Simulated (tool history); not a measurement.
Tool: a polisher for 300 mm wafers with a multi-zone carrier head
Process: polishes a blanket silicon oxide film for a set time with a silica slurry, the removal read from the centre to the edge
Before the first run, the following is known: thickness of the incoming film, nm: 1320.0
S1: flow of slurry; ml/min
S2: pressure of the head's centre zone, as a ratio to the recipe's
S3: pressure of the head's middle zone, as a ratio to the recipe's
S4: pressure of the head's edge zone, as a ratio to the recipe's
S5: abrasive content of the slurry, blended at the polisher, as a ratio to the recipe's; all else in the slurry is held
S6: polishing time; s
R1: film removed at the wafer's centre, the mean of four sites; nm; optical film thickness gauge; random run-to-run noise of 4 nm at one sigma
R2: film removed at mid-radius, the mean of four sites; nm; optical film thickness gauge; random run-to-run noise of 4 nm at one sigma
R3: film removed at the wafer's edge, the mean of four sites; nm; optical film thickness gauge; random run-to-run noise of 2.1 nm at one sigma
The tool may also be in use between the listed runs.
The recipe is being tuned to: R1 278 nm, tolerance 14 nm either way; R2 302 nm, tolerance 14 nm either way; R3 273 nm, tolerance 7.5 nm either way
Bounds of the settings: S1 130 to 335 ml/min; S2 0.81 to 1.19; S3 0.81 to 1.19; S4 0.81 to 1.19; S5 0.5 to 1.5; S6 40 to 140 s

run  hour   S1    S2    S3    S4    S5   S6      R1      R2      R3
  1     0  215     1     1     1     1   90   375.1  364.78  366.71
  2   8.2  215     1     1     1     1  101  416.85  405.19  414.33
  3  10.4  215  0.98  1.01  0.96  0.85   98  367.84  373.04  372.38
  4    19  160  0.98  1.01  0.96  0.85   98   366.9  360.65  362.51
  5  22.5  160  0.98  1.01  0.96  0.85   77  280.46  291.15  285.75
  6  28.4  200  0.98  1.01  0.96  0.85   77   291.4  295.65  292.06
  7  36.8  195  0.98  1.03  0.93  0.85   77  290.83  295.67  285.64
  8  41.4  190  0.97  1.05  0.92  0.85   77  280.01  292.18  282.74
  9  50.2  190  0.98  1.09  0.91  0.85   77  288.89   308.3  280.56

Which one of the following 5 next-run settings gets every result inside its allowed miss? There is exactly one.
  A    59  190  0.88     1  0.98   0.9  75   ?   ?   ?
  B    59  210  0.85  1.18  0.81  0.95  75   ?   ?   ?
  C    59  145  1.02  1.15  1.03  0.85  78   ?   ?   ?
  D    59  220     1  1.14  0.99   0.9  70   ?   ?   ?
  E    59  180  0.97  1.04   0.9  0.95  78   ?   ?   ?

move      R1      R2      R3
   A  262.15  287.11  286.31
   B  263.67  334.98  269.01
   C  289.76  315.65  292.16
   D  274.02  299.68  270.93
   E  297.46   311.7  290.47
A: its largest miss is bigger than the last run's
B: puts the biggest miss on target and leaves a different result outside tolerance
C: its largest miss is bigger than the last run's
D: meets every target
E: its largest miss is bigger than the last run's
Go with D: it meets all targets.
